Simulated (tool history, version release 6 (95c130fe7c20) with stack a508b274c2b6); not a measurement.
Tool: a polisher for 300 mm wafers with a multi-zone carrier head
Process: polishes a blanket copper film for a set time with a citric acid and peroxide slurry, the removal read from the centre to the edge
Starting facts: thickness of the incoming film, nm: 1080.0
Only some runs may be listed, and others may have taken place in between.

run,hour,flow of slurry (ml/min),pressure of the head's centre zone,pressure of the head's middle zone,pressure of the head's edge zone,abrasive content of the slurry,polishing time (s),film removed at the wafer's centre (angstrom),film removed at mid-radius (angstrom),film removed at the wafer's edge (angstrom)
1,0.0,305,1.00,1.00,1.00,1.00,36,1006.70,995.99,990.49
2,8.0,305,0.98,0.99,0.98,0.90,35,911.25,943.87,919.36
3,9.1,305,0.98,0.96,0.95,0.80,35,884.12,893.79,895.05
4,14.6,305,0.98,0.93,0.95,0.80,35,881.60,862.77,871.10
5,22.3,305,0.97,0.92,0.92,0.75,35,847.96,826.43,865.49
6,24.6,305,0.98,0.94,0.91,0.70,34,831.57,797.10,809.46
7,29.5,305,0.97,0.95,0.89,0.70,34,821.37,822.19,793.20
8,35.2,300,0.96,0.94,0.88,0.70,34,794.97,812.99,792.37
9,36.2,295,0.96,0.93,0.87,0.70,34,809.62,801.24,790.92
10,40.2,290,0.90,0.93,0.83,0.55,34,684.02,746.53,728.45
11,41.2,290,0.90,0.93,0.83,0.55,34,700.61,747.22,719.87
12,45.0,295,0.91,0.93,0.84,0.55,34,694.49,750.66,734.45
13,52.8,295,0.92,0.93,0.85,0.55,34,718.44,738.01,738.84

For run 14, what comes out?
14,61.8,295,0.92,0.94,0.85,0.55,34,?,?,?

{"run 14": {"film removed at the wafer's centre (angstrom)": 726.77, "film removed at mid-radius (angstrom)": 758.5, "film removed at the wafer's edge (angstrom)": 733.9}}

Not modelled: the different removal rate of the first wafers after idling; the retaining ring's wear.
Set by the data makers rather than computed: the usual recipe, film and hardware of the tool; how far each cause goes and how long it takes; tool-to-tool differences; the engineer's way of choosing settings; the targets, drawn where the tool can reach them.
